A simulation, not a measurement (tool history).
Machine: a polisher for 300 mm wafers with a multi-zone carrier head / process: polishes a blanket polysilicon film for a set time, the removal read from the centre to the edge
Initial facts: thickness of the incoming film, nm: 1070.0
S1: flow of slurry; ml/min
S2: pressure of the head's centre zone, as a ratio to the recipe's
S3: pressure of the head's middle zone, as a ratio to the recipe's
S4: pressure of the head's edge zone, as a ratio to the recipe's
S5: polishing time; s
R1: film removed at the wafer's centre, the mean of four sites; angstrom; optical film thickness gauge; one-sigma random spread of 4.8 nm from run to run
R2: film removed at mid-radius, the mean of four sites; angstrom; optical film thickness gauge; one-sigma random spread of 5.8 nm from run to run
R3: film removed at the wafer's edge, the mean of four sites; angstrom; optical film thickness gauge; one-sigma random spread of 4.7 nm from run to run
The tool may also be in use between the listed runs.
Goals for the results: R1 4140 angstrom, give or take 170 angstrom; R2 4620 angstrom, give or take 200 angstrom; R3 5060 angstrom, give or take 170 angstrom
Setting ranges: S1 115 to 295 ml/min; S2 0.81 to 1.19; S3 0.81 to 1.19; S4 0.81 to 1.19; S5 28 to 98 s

Run 1, hour 0: S1 190 ml/min, S2 1, S3 1, S4 1, S5 63 s. Result: R1 3651.7 angstrom, R2 3595.1 angstrom, R3 3711.9 angstrom.
Run 2, hour 8.7: S1 190 ml/min, S2 1, S3 1, S4 1, S5 72 s. Result: R1 4103 angstrom, R2 4239.2 angstrom, R3 4192.5 angstrom.
Run 3, hour 13.6: S1 190 ml/min, S2 0.97, S3 1, S4 1, S5 72 s. Result: R1 4154.9 angstrom, R2 4197.2 angstrom, R3 4257.9 angstrom.
Run 4, hour 14.9: S1 225 ml/min, S2 0.97, S3 1, S4 1, S5 72 s. Result: R1 4211.6 angstrom, R2 4261.3 angstrom, R3 4299.3 angstrom.
Run 5, hour 23.3: S1 180 ml/min, S2 0.97, S3 1, S4 1, S5 72 s. Result: R1 4116.5 angstrom, R2 4175.9 angstrom, R3 4181.2 angstrom.
Run 6, hour 31.2: S1 180 ml/min, S2 0.97, S3 1.03, S4 1, S5 72 s. Result: R1 3999.9 angstrom, R2 4276.9 angstrom, R3 4168.5 angstrom.
Run 7, hour 33.4: S1 185 ml/min, S2 0.94, S3 1.03, S4 1.05, S5 73 s. Result: R1 4014.7 angstrom, R2 4391.4 angstrom, R3 4401.5 angstrom.
Run 8, hour 39.3: S1 195 ml/min, S2 0.93, S3 1.03, S4 1.09, S5 74 s. Result: R1 4073.2 angstrom, R2 4383.8 angstrom, R3 4547.9 angstrom.
Run 9, hour 46.6: S1 200 ml/min, S2 0.92, S3 1.03, S4 1.11, S5 75 s. Result: R1 4075 angstrom, R2 4466.4 angstrom, R3 4680 angstrom.
Run 10, hour 54.8: S1 205 ml/min, S2 0.91, S3 1.03, S4 1.13, S5 76 s. Result: R1 4097.8 angstrom, R2 4698.8 angstrom, R3 4845.2 angstrom.

Which single option among these 5 for the next run brings every result within its allowed miss of target? Just one does.
Run A, hour 63: S1 240 ml/min, S2 0.81, S3 0.89, S4 1.19, S5 83 s. Result: R1 ?, R2 ?, R3 ?.
Run B, hour 63: S1 175 ml/min, S2 0.97, S3 0.85, S4 1.13, S5 81 s. Result: R1 ?, R2 ?, R3 ?.
Run C, hour 63: S1 195 ml/min, S2 0.92, S3 1.06, S4 1, S5 78 s. Result: R1 ?, R2 ?, R3 ?.
Run D, hour 63: S1 255 ml/min, S2 0.88, S3 0.99, S4 1.18, S5 76 s. Result: R1 ?, R2 ?, R3 ?.
Run E, hour 63: S1 185 ml/min, S2 0.91, S3 1.07, S4 1.17, S5 74 s. Result: R1 ?, R2 ?, R3 ?.

move      R1      R2      R3
   A  4182.5  4485.3  5439.8
   B  4628.3  4025.3  5001.8
   C    4320  4745.6    4579
   D  4189.4  4519.9  4979.3
   E  4018.4  4500.9  4668.8
A: carries the result that was furthest off beyond its target, to the other side
B: brings the last run's worst result on target, with another outside its allowed miss
C: its largest miss is bigger than the last run's
D: hits every target within its allowed miss
E: its largest miss is bigger than the last run's
So the answer is move D, the one that meets all the targets.

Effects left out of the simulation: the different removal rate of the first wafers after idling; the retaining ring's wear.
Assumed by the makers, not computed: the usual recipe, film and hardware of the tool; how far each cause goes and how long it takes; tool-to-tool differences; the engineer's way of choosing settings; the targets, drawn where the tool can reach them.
